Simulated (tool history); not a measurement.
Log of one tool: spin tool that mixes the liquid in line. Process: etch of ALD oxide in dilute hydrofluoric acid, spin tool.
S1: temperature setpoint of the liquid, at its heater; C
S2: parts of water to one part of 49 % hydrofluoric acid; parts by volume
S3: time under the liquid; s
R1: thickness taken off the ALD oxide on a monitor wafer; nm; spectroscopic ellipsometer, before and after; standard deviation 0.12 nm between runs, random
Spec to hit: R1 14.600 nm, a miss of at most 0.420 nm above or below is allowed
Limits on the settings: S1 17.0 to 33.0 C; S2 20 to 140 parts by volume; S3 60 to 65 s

Run 1, hour 0.0: S1 25.0 C, S2 75 parts by volume, S3 60 s. Result: R1 10.907 nm.
Run 2, hour 1.4: S1 25.0 C, S2 75 parts by volume, S3 60 s. Result: R1 11.201 nm.
Run 3, hour 8.6: S1 27.0 C, S2 75 parts by volume, S3 60 s. Result: R1 11.922 nm.
Run 4, hour 11.3: S1 24.5 C, S2 75 parts by volume, S3 60 s. Result: R1 10.898 nm.
Run 5, hour 19.4: S1 27.0 C, S2 75 parts by volume, S3 60 s. Result: R1 11.964 nm.
Run 6, hour 28.0: S1 24.0 C, S2 75 parts by volume, S3 60 s. Result: R1 10.585 nm.
Run 7, hour 31.5: S1 28.0 C, S2 75 parts by volume, S3 60 s. Result: R1 12.438 nm.
Run 8, hour 36.2: S1 29.0 C, S2 75 parts by volume, S3 60 s. Result: R1 12.892 nm.
Run 9, hour 44.6: S1 30.0 C, S2 75 parts by volume, S3 60 s. Result: R1 13.614 nm.

4 next moves are on the table. One of them brings every result within its allowed miss. Which?
Run A, hour 53.0: S1 32.5 C, S2 75 parts by volume, S3 60 s. Result: R1 ?.
Run B, hour 53.0: S1 31.5 C, S2 70 parts by volume, S3 60 s. Result: R1 ?.
Run C, hour 53.0: S1 28.0 C, S2 70 parts by volume, S3 60 s. Result: R1 ?.
Run D, hour 53.0: S1 31.0 C, S2 75 parts by volume, S3 60 s. Result: R1 ?.

move      R1
   A  14.723
   B  15.309
   C  13.374
   D  13.913
A: hits every target within its allowed miss
B: takes the result that was furthest off past its target
C: further off than the last run
D: an improvement on the last run, though not all results are within tolerance
The right move is A.

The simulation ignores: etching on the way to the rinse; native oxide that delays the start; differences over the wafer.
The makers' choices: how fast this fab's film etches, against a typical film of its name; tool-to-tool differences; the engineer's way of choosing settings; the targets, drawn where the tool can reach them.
